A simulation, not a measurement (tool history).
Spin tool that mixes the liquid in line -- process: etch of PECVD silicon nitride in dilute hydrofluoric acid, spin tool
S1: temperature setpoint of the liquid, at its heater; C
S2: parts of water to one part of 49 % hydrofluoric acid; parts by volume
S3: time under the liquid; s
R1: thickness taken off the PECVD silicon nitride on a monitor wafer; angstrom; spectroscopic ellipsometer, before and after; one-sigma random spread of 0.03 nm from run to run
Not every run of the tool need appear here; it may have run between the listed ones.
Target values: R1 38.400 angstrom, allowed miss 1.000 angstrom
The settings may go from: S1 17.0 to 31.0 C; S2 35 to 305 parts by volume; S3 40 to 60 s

Run 1, hour 0.0: S1 23.0 C, S2 170 parts by volume, S3 60 s. Result: R1 12.793 angstrom.
Run 2, hour 2.1: S1 20.0 C, S2 170 parts by volume, S3 60 s. Result: R1 10.612 angstrom.
Run 3, hour 4.9: S1 20.0 C, S2 170 parts by volume, S3 60 s. Result: R1 10.609 angstrom.
Run 4, hour 13.1: S1 23.0 C, S2 140 parts by volume, S3 60 s. Result: R1 15.791 angstrom.
Run 5, hour 15.7: S1 25.5 C, S2 125 parts by volume, S3 60 s. Result: R1 20.443 angstrom.
Run 6, hour 21.9: S1 25.5 C, S2 180 parts by volume, S3 60 s. Result: R1 14.398 angstrom.
Run 7, hour 25.5: S1 29.5 C, S2 110 parts by volume, S3 60 s. Result: R1 29.773 angstrom.
Run 8, hour 27.8: S1 30.0 C, S2 105 parts by volume, S3 60 s. Result: R1 31.872 angstrom.
Run 9, hour 30.8: S1 30.5 C, S2 100 parts by volume, S3 60 s. Result: R1 35.369 angstrom.

Which of these 4 next moves meets every target?
Run A, hour 33.8: S1 31.0 C, S2 100 parts by volume, S3 60 s. Result: R1 ?.
Run B, hour 33.8: S1 31.0 C, S2 95 parts by volume, S3 60 s. Result: R1 ?.
Run C, hour 33.8: S1 30.5 C, S2 105 parts by volume, S3 60 s. Result: R1 ?.
Run D, hour 33.8: S1 29.0 C, S2 65 parts by volume, S3 40 s. Result: R1 ?.

move      R1
   A  36.301
   B  38.228
   C  33.498
   D  32.814
A: moves toward the targets from the last run without getting all of them in spec
B: each result inside its tolerance
C: the biggest miss grows against the last run
D: the biggest miss grows against the last run
Go with B: it meets all targets.
